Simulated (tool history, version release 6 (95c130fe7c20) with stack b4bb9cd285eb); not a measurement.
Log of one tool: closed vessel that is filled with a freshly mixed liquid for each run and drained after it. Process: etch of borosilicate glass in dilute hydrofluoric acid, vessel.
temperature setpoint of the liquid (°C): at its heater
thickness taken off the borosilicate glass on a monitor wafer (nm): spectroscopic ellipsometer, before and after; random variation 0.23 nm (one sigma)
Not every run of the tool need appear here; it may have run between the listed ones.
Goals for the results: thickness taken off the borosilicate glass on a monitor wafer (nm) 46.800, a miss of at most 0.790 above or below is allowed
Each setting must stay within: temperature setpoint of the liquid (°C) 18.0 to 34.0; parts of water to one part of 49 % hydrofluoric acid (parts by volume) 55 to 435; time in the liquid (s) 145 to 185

| run | day | temperature setpoint of the liquid (°C) | parts of water to one part of 49 % hydrofluoric acid (parts by volume) | time in the liquid (s) | thickness taken off the borosilicate glass on a monitor wafer (nm) |
|---|---|---|---|---|---|
| 1 | 0.000 | 26.0 | 245 | 185 | 18.571 |
| 2 | 0.058 | 28.5 | 205 | 185 | 25.325 |
| 3 | 0.308 | 30.0 | 180 | 185 | 31.493 |
| 4 | 0.454 | 31.5 | 165 | 185 | 37.057 |
| 5 | 0.617 | 31.5 | 165 | 145 | 28.718 |
| 6 | 0.700 | 31.5 | 165 | 145 | 28.513 |
| 7 | 0.804 | 32.5 | 140 | 145 | 36.192 |
| 8 | 0.992 | 33.0 | 130 | 145 | 40.397 |
| 9 | 1.292 | 33.5 | 125 | 145 | 43.150 |
| 10 | 1.533 | 33.5 | 120 | 145 | 45.667 |

Consider the 5 candidate settings below. Which is the only one whose results all fall within their allowed miss of target?
| A | 1.775 | 32.0 | 135 | 175 | ? |
| B | 1.775 | 34.0 | 150 | 185 | ? |
| C | 1.775 | 34.0 | 145 | 185 | ? |
| D | 1.775 | 34.0 | 140 | 170 | ? |
| E | 1.775 | 32.0 | 115 | 145 | ? |

| move | thickness taken off the borosilicate glass on a monitor wafer (nm) |
|---|---|
| A | 45.207 |
| B | 45.167 |
| C | 47.062 |
| D | 45.115 |
| E | 45.240 |
A: misses by more than the last run did
B: misses by more than the last run did
C: every result within its allowed miss
D: misses by more than the last run did
E: misses by more than the last run did
C meets every target.
